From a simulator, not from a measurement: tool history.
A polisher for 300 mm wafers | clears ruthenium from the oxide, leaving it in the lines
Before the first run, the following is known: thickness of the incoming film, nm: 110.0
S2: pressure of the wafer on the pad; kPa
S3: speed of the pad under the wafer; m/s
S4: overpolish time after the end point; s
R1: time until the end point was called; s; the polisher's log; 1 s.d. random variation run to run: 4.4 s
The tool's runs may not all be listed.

Run 1, hour 0: flow of slurry (ml/min) 150, S2 15.2 kPa, S3 0.8 m/s, S4 8 s. Result: R1 131.37 s.
Run 2, hour 7: flow of slurry (ml/min) 175, S2 15.2 kPa, S3 0.8 m/s, S4 8 s. Result: R1 133.7 s.
Run 3, hour 16: flow of slurry (ml/min) 175, S2 13.8 kPa, S3 0.78 m/s, S4 8 s. Result: R1 151.26 s.
Run 4, hour 22.5: flow of slurry (ml/min) 175, S2 13.8 kPa, S3 0.96 m/s, S4 8 s. Result: R1 124.15 s.
Run 5, hour 28.4: flow of slurry (ml/min) 175, S2 13.8 kPa, S3 0.86 m/s, S4 8 s. Result: R1 130.93 s.
Run 6, hour 36.7: flow of slurry (ml/min) 175, S2 10.3 kPa, S3 0.86 m/s, S4 8 s. Result: R1 181.28 s.

Run 7 has not been measured yet. What should we expect?
Run 7, hour 42.3: flow of slurry (ml/min) 175, S2 9.7 kPa, S3 0.86 m/s, S4 8 s. Result: R1 ?.

R1: 191.5 s

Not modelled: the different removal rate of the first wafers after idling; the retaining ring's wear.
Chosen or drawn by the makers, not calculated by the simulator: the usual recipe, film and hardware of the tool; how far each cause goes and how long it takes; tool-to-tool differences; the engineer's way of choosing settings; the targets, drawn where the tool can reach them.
